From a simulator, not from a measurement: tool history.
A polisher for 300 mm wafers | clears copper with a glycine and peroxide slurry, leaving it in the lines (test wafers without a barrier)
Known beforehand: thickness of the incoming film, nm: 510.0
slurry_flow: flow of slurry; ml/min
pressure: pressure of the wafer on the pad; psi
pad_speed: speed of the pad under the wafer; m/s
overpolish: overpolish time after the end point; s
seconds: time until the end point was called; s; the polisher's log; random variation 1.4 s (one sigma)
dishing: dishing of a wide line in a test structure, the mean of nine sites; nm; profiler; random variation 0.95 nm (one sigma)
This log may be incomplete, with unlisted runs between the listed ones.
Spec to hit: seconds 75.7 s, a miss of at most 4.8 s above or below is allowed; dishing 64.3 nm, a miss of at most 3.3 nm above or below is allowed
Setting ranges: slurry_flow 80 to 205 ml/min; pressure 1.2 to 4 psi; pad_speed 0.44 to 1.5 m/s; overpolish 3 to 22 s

Run 1, hour 0: slurry_flow 135 ml/min, pressure 2.6 psi, pad_speed 0.96 m/s, overpolish 11 s. Result: seconds 99.368 s, dishing 47.176 nm.
Run 2, hour 3.8: slurry_flow 110 ml/min, pressure 2.6 psi, pad_speed 0.96 m/s, overpolish 11 s. Result: seconds 105.79 s, dishing 43.465 nm.
Run 3, hour 7.8: slurry_flow 120 ml/min, pressure 2.7 psi, pad_speed 0.96 m/s, overpolish 11 s. Result: seconds 101.27 s, dishing 46.692 nm.
Run 4, hour 12.6: slurry_flow 120 ml/min, pressure 2.7 psi, pad_speed 0.86 m/s, overpolish 11 s. Result: seconds 111.33 s, dishing 42.653 nm.
Run 5, hour 15.6: slurry_flow 120 ml/min, pressure 2.7 psi, pad_speed 0.86 m/s, overpolish 8 s. Result: seconds 111.07 s, dishing 32.942 nm.
Run 6, hour 17.1: slurry_flow 120 ml/min, pressure 2.3 psi, pad_speed 0.86 m/s, overpolish 8 s. Result: seconds 121.74 s, dishing 29.626 nm.
Run 7, hour 20: slurry_flow 115 ml/min, pressure 3 psi, pad_speed 1.04 m/s, overpolish 12 s. Result: seconds 87.726 s, dishing 56.715 nm.
Run 8, hour 28.8: slurry_flow 120 ml/min, pressure 3 psi, pad_speed 1.04 m/s, overpolish 12 s. Result: seconds 84.037 s, dishing 57.29 nm.
Run 9, hour 32.7: slurry_flow 120 ml/min, pressure 3 psi, pad_speed 1.04 m/s, overpolish 12 s. Result: seconds 85.038 s, dishing 58.705 nm.

Which one of the following 5 next-run settings gets every result inside its allowed miss? There is exactly one.
Run A, hour 36.6: slurry_flow 130 ml/min, pressure 2.9 psi, pad_speed 1.16 m/s, overpolish 10 s. Result: seconds ?, dishing ?.
Run B, hour 36.6: slurry_flow 125 ml/min, pressure 3.1 psi, pad_speed 1.18 m/s, overpolish 12 s. Result: seconds ?, dishing ?.
Run C, hour 36.6: slurry_flow 90 ml/min, pressure 2.8 psi, pad_speed 1.18 m/s, overpolish 14 s. Result: seconds ?, dishing ?.
Run D, hour 36.6: slurry_flow 125 ml/min, pressure 3 psi, pad_speed 1.12 m/s, overpolish 11 s. Result: seconds ?, dishing ?.
Run E, hour 36.6: slurry_flow 125 ml/min, pressure 3.2 psi, pad_speed 0.94 m/s, overpolish 12 s. Result: seconds ?, dishing ?.

move  seconds  dishing
   A    79.18   53.957
   B   74.437   66.443
   C   88.678   65.077
   D       80   58.132
   E   87.913   58.081
A: puts the biggest miss on target and leaves a different result outside tolerance
B: meets every target
C: its largest miss is bigger than the last run's
D: puts the biggest miss on target and leaves a different result outside tolerance
E: its largest miss is bigger than the last run's
The right move is B.

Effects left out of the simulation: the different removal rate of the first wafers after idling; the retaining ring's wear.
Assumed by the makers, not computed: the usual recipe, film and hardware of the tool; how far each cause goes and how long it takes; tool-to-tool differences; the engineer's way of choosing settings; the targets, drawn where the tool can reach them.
